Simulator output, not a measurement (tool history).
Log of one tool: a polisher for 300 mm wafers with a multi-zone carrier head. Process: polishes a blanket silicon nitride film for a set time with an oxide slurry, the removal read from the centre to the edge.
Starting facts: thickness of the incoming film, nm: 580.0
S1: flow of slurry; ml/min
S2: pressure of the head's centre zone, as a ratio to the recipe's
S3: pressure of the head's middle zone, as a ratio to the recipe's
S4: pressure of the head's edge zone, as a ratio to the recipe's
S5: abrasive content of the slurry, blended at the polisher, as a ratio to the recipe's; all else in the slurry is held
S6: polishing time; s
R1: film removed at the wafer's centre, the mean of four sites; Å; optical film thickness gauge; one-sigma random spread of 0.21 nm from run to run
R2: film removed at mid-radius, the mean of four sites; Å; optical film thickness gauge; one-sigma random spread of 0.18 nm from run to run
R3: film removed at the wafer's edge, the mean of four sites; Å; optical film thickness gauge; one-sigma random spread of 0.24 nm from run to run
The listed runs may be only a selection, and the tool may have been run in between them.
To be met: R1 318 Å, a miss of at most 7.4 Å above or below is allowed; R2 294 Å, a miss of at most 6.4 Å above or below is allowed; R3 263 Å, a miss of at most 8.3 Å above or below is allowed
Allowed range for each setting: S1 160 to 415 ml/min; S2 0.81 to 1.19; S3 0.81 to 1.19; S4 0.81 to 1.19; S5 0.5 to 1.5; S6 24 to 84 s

Run 1, hour 0: S1 265 ml/min, S2 1, S3 1, S4 1, S5 1, S6 54 s. Result: R1 417.49 Å, R2 408.65 Å, R3 414.34 Å.
Run 2, hour 6.8: S1 265 ml/min, S2 1.08, S3 1, S4 1, S5 1, S6 54 s. Result: R1 454.52 Å, R2 406.02 Å, R3 413.28 Å.
Run 3, hour 14.6: S1 270 ml/min, S2 1.08, S3 1, S4 0.98, S5 0.95, S6 53 s. Result: R1 435.37 Å, R2 393.66 Å, R3 396.15 Å.
Run 4, hour 23.6: S1 210 ml/min, S2 1.08, S3 1, S4 0.98, S5 0.95, S6 53 s. Result: R1 422.01 Å, R2 377.47 Å, R3 385.07 Å.
Run 5, hour 30.7: S1 215 ml/min, S2 1.08, S3 1.01, S4 0.96, S5 0.9, S6 52 s. Result: R1 407.18 Å, R2 373.89 Å, R3 367.06 Å.
Run 6, hour 37.7: S1 215 ml/min, S2 1.08, S3 1.01, S4 0.95, S5 0.85, S6 51 s. Result: R1 389.09 Å, R2 356.63 Å, R3 354.2 Å.
Run 7, hour 42.9: S1 290 ml/min, S2 1.15, S3 1.11, S4 0.85, S5 0.6, S6 43 s. Result: R1 321.04 Å, R2 295.39 Å, R3 254.28 Å.
Run 8, hour 50.5: S1 290 ml/min, S2 1.15, S3 1.11, S4 0.86, S5 0.6, S6 43 s. Result: R1 324.44 Å, R2 294.02 Å, R3 256.16 Å.

Exactly one of the 4 candidate moves below puts every result within its allowed miss. Which one?
Run A, hour 58.1: S1 160 ml/min, S2 1.19, S3 1.07, S4 0.87, S5 0.55, S6 49 s. Result: R1 ?, R2 ?, R3 ?.
Run B, hour 58.1: S1 290 ml/min, S2 1.1, S3 1.06, S4 0.85, S5 0.55, S6 46 s. Result: R1 ?, R2 ?, R3 ?.
Run C, hour 58.1: S1 260 ml/min, S2 1.12, S3 1.1, S4 0.81, S5 0.75, S6 40 s. Result: R1 ?, R2 ?, R3 ?.
Run D, hour 58.1: S1 280 ml/min, S2 1.13, S3 1.15, S4 0.81, S5 0.65, S6 42 s. Result: R1 ?, R2 ?, R3 ?.

move      R1      R2      R3
   A  334.19  291.67  262.43
   B  316.47  293.95  258.46
   C  311.26  293.31  245.17
   D  315.27  305.52  245.18
A: the biggest miss grows against the last run
B: every result within its allowed miss
C: gets the furthest-off result to its target, but another result is out of tolerance
D: gets the furthest-off result to its target, but another result is out of tolerance
The right move is B.

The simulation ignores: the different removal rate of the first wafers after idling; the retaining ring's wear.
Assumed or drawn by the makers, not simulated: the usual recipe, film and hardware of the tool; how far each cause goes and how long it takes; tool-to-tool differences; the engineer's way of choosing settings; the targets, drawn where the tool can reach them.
